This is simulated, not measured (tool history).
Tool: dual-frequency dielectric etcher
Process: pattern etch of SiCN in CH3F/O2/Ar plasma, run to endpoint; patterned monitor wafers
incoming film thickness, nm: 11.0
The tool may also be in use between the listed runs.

| run | day | source power (W) | bias power (W) | endpoint time (s) |
|---|---|---|---|---|
| 1 | 0 | 310 | 81 | 33.492 |
| 2 | 0.05 | 290 | 79 | 34.952 |
| 3 | 0.329 | 290 | 90 | 32.419 |
| 4 | 0.467 | 250 | 90 | 34.385 |
| 5 | 0.683 | 240 | 88 | 35.38 |
| 6 | 0.933 | 230 | 87 | 36.396 |

The next listed run, before its measurement:
| 7 | 1.142 | 180 | 83 | ? |

{"run 7": {"endpoint time (s)": 41.164}}

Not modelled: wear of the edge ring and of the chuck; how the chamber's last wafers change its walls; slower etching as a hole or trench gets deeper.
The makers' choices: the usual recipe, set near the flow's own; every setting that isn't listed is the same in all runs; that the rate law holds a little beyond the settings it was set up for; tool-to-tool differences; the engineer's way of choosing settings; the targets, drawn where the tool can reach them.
